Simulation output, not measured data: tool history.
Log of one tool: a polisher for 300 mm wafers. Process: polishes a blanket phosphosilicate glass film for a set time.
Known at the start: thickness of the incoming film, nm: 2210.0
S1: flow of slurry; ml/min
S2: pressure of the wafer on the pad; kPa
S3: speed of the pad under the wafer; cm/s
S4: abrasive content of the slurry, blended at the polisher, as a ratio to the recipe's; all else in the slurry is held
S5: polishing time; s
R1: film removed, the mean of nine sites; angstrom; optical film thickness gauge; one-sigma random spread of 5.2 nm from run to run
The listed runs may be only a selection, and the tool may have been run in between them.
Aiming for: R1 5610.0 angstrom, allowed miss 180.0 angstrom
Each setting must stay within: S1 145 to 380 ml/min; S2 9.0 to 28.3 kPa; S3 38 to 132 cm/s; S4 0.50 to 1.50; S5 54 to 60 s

Run 1, day 0.000: S1 245 ml/min, S2 18.6 kPa, S3 84 cm/s, S4 1.00, S5 60 s. Result: R1 3321.3 angstrom.
Run 2, day 0.138: S1 245 ml/min, S2 18.6 kPa, S3 66 cm/s, S4 1.00, S5 60 s. Result: R1 2700.5 angstrom.
Run 3, day 0.283: S1 245 ml/min, S2 20.7 kPa, S3 70 cm/s, S4 1.00, S5 60 s. Result: R1 3212.8 angstrom.
Run 4, day 0.467: S1 245 ml/min, S2 20.7 kPa, S3 70 cm/s, S4 0.85, S5 60 s. Result: R1 2988.5 angstrom.
Run 5, day 0.575: S1 245 ml/min, S2 22.1 kPa, S3 74 cm/s, S4 0.85, S5 60 s. Result: R1 3208.7 angstrom.
Run 6, day 0.742: S1 245 ml/min, S2 23.4 kPa, S3 80 cm/s, S4 0.85, S5 60 s. Result: R1 3670.9 angstrom.
Run 7, day 0.917: S1 255 ml/min, S2 28.3 kPa, S3 98 cm/s, S4 0.85, S5 60 s. Result: R1 5126.9 angstrom.
Run 8, day 1.283: S1 255 ml/min, S2 28.3 kPa, S3 100 cm/s, S4 0.85, S5 60 s. Result: R1 5269.3 angstrom.

5 next moves are on the table. One of them brings every result within its allowed miss. Which?
Run A, day 1.650: S1 220 ml/min, S2 28.3 kPa, S3 90 cm/s, S4 0.90, S5 58 s. Result: R1 ?.
Run B, day 1.650: S1 255 ml/min, S2 28.3 kPa, S3 132 cm/s, S4 0.85, S5 56 s. Result: R1 ?.
Run C, day 1.650: S1 205 ml/min, S2 27.6 kPa, S3 114 cm/s, S4 0.90, S5 55 s. Result: R1 ?.
Run D, day 1.650: S1 295 ml/min, S2 26.2 kPa, S3 112 cm/s, S4 0.95, S5 59 s. Result: R1 ?.
Run E, day 1.650: S1 260 ml/min, S2 28.3 kPa, S3 96 cm/s, S4 0.85, S5 56 s. Result: R1 ?.

move      R1
   A  4665.1
   B  6028.4
   C  5179.4
   D  5534.8
   E  4680.8
A: further off than the last run
B: takes the biggest miss from the last run beyond its target
C: further off than the last run
D: each result inside its tolerance
E: further off than the last run
Answer: D
